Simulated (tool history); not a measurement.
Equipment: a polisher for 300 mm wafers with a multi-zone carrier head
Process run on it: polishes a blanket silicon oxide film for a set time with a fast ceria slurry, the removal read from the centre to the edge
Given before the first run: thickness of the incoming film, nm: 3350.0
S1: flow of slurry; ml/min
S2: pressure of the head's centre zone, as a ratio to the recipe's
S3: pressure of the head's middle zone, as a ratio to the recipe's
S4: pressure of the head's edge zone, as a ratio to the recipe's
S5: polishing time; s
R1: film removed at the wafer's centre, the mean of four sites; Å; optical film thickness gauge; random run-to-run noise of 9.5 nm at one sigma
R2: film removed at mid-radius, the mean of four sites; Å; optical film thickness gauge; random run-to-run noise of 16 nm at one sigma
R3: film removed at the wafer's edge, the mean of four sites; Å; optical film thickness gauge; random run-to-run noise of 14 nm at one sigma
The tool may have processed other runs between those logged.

run	hour	S1	S2	S3	S4	S5	R1	R2	R3
1	0.0	270	1.00	1.00	1.00	59	14283	14295	13973
2	7.0	210	1.00	1.00	1.00	59	13742	13540	13730
3	14.0	205	0.98	1.00	0.99	59	13651	13749	13405
4	18.0	200	0.96	0.99	1.00	59	13073	13558	13494
5	22.5	200	0.96	0.99	1.00	66	14694	15150	15325
6	26.7	175	0.96	0.99	1.00	66	14570	15241	14829
7	33.1	170	0.94	0.96	0.98	65	14004	14415	14508
8	39.6	170	0.92	0.94	0.96	64	13412	13825	14128

Run 9 has not been measured yet. What should we expect?
9	46.2	170	0.91	0.93	0.94	63	?	?	?

R1: 12972 Å
R2: 13369 Å
R3: 13642 Å

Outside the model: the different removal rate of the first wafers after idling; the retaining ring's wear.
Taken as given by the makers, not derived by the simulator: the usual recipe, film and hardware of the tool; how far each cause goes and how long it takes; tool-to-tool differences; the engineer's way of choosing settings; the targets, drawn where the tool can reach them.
